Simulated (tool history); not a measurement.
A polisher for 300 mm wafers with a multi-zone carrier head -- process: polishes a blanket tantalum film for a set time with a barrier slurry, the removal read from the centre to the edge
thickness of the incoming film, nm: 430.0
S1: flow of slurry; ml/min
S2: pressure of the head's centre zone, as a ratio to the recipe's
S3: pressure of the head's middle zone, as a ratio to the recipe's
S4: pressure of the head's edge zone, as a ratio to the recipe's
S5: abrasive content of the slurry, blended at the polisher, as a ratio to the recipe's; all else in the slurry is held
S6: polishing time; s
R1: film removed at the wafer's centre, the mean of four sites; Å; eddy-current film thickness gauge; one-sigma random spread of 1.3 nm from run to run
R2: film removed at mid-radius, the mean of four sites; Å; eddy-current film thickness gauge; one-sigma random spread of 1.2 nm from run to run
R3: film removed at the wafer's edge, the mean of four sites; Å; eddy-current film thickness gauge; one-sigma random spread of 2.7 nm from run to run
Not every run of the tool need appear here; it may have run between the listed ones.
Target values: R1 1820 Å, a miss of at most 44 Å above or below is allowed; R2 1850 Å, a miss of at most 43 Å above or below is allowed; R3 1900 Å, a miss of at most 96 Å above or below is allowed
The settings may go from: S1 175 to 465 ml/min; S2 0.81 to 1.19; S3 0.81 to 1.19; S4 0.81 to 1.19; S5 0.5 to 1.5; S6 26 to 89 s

{"run": 1, "hour": 0.0, "S1": 295, "S2": 1, "S3": 1, "S4": 1, "S5": 1, "S6": 57, "R1": 1622.4, "R2": 1553.3, "R3": 1576}
{"run": 2, "hour": 3.3, "S1": 300, "S2": 1, "S3": 1.01, "S4": 1.03, "S5": 1.05, "S6": 57, "R1": 1639.9, "R2": 1569.2, "R3": 1639.9}
{"run": 3, "hour": 9.2, "S1": 300, "S2": 1, "S3": 1.01, "S4": 1.03, "S5": 0.95, "S6": 57, "R1": 1597, "R2": 1537.4, "R3": 1645.3}
{"run": 4, "hour": 11.7, "S1": 310, "S2": 1.01, "S3": 1.04, "S4": 1.04, "S5": 0.95, "S6": 57, "R1": 1613.2, "R2": 1582.2, "R3": 1590.9}
{"run": 5, "hour": 18.5, "S1": 280, "S2": 1.01, "S3": 1.04, "S4": 1.04, "S5": 0.95, "S6": 57, "R1": 1613.1, "R2": 1553.3, "R3": 1622.2}
{"run": 6, "hour": 19.8, "S1": 280, "S2": 1.01, "S3": 1.06, "S4": 1.06, "S5": 1, "S6": 57, "R1": 1628.2, "R2": 1602.6, "R3": 1640.5}
{"run": 7, "hour": 22.8, "S1": 280, "S2": 1.01, "S3": 1.07, "S4": 1.08, "S5": 1.05, "S6": 57, "R1": 1645, "R2": 1644.3, "R3": 1672.8}
{"run": 8, "hour": 29.2, "S1": 280, "S2": 1.01, "S3": 1.08, "S4": 1.1, "S5": 1.1, "S6": 57, "R1": 1659.6, "R2": 1657.2, "R3": 1680.4}
{"run": 9, "hour": 37.6, "S1": 275, "S2": 1.01, "S3": 1.08, "S4": 1.11, "S5": 1.15, "S6": 57, "R1": 1680.7, "R2": 1677.1, "R3": 1714.9}

Next run, 4 choices. One meets every target within its allowed miss, the rest don't. Which?
{"run": "A", "hour": 46.0, "S1": 175, "S2": 1.04, "S3": 0.9, "S4": 1.19, "S5": 0.8, "S6": 72, "R1": "?", "R2": "?", "R3": "?"}
{"run": "B", "hour": 46.0, "S1": 290, "S2": 0.9, "S3": 1.06, "S4": 1.15, "S5": 1.25, "S6": 66, "R1": "?", "R2": "?", "R3": "?"}
{"run": "C", "hour": 46.0, "S1": 305, "S2": 0.98, "S3": 1.06, "S4": 1.08, "S5": 1.15, "S6": 63, "R1": "?", "R2": "?", "R3": "?"}
{"run": "D", "hour": 46.0, "S1": 245, "S2": 1.15, "S3": 1.05, "S4": 1.07, "S5": 1.15, "S6": 54, "R1": "?", "R2": "?", "R3": "?"}

move=A R1=1858 R2=1568 R3=1895.8
move=B R1=1807.5 R2=1980.7 R3=2036.2
move=C R1=1854.6 R2=1863.4 R3=1862.3
move=D R1=1813.9 R2=1542.9 R3=1558.7
A: the biggest miss grows against the last run
B: the result that was furthest off in the last run now lies on the other side of its target
C: all results land within tolerance of their targets
D: the biggest miss grows against the last run
The move that meets every target is C.
